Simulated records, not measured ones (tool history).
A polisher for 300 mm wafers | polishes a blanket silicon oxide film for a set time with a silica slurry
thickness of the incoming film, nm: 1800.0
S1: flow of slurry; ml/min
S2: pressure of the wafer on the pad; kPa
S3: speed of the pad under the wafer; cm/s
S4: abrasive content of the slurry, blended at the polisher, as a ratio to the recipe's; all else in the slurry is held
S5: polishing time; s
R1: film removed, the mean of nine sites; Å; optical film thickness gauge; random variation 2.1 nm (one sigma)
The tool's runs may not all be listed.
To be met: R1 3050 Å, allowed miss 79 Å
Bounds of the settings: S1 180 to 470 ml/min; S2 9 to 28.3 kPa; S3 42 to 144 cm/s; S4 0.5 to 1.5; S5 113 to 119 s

run  hour   S1    S2  S3   S4   S5      R1
  1     0  300  18.6  92    1  113  1936.7
  2     6  300  16.5  92    1  113  1719.4
  3   6.9  300  17.9  92    1  113  1865.8
  4  11.7  300  19.3  92    1  113  2016.4
  5    13  300  20.7  92    1  113  2142.4
  6    19  300  20.7  92  1.2  113  2264.2
  7  21.7  300  21.4  92  1.2  113  2341.2
  8  25.9  310  26.2  92  1.2  113  2879.2
  9    29  310  26.9  92  1.2  113  2947.2

4 next moves are on the table. One of them brings every result within its allowed miss. Which?
  A  32.1  370  24.1  118  1.15  117   ?
  B  32.1  340  26.2  106   1.1  118   ?
  C  32.1  310  26.2   90  1.05  114   ?
  D  32.1  305  27.6   86  1.35  114   ?

move      R1
   A  3247.6
   B  3219.4
   C  2709.5
   D  2998.7
A: takes the result that was furthest off past its target
B: takes the result that was furthest off past its target
C: further off than the last run
D: meets every target
Answer: D

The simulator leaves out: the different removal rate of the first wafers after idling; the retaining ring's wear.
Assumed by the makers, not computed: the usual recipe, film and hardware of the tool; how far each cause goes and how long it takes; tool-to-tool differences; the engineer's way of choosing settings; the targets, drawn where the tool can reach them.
